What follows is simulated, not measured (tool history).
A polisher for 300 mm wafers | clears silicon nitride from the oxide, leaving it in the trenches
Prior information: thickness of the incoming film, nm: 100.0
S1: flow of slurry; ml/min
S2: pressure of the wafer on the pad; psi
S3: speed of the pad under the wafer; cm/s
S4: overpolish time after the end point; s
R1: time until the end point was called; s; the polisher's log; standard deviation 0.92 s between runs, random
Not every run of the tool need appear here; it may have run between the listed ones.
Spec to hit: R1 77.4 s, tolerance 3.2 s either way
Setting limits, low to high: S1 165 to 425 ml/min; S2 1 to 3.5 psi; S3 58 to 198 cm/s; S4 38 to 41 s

run 1 hour=0 | S1=275 S2=2.2 S3=128 S4=38 | R1=93.781
run 2 hour=3.9 | S1=305 S2=2.2 S3=128 S4=38 | R1=92.877
run 3 hour=4.9 | S1=345 S2=2.2 S3=128 S4=38 | R1=92.352
run 4 hour=9.2 | S1=370 S2=2.2 S3=128 S4=38 | R1=91.451
run 5 hour=14.5 | S1=370 S2=1.7 S3=128 S4=38 | R1=112.96
run 6 hour=18.5 | S1=370 S2=1.9 S3=128 S4=38 | R1=103.52
run 7 hour=27.6 | S1=370 S2=2 S3=128 S4=38 | R1=99.971
run 8 hour=34.5 | S1=370 S2=2.1 S3=128 S4=38 | R1=94.747
run 9 hour=42.7 | S1=370 S2=2.2 S3=128 S4=38 | R1=93.537

Next run, 5 choices. One meets every target within its allowed miss, the rest don't. Which?
run A hour=50.9 | S1=315 S2=2.6 S3=150 S4=38 | R1=?
run B hour=50.9 | S1=340 S2=2.6 S3=148 S4=38 | R1=?
run C hour=50.9 | S1=415 S2=1.7 S3=130 S4=41 | R1=?
run D hour=50.9 | S1=400 S2=2.4 S3=142 S4=38 | R1=?
run E hour=50.9 | S1=405 S2=2.6 S3=150 S4=41 | R1=?

move=A R1=70.761
move=B R1=71.356
move=C R1=110.16
move=D R1=78.349
move=E R1=69.712
A: takes the biggest miss from the last run beyond its target
B: takes the biggest miss from the last run beyond its target
C: moves away from the targets compared with the last run
D: meets every target
E: takes the biggest miss from the last run beyond its target
So the answer is move D, the one that meets all the targets.
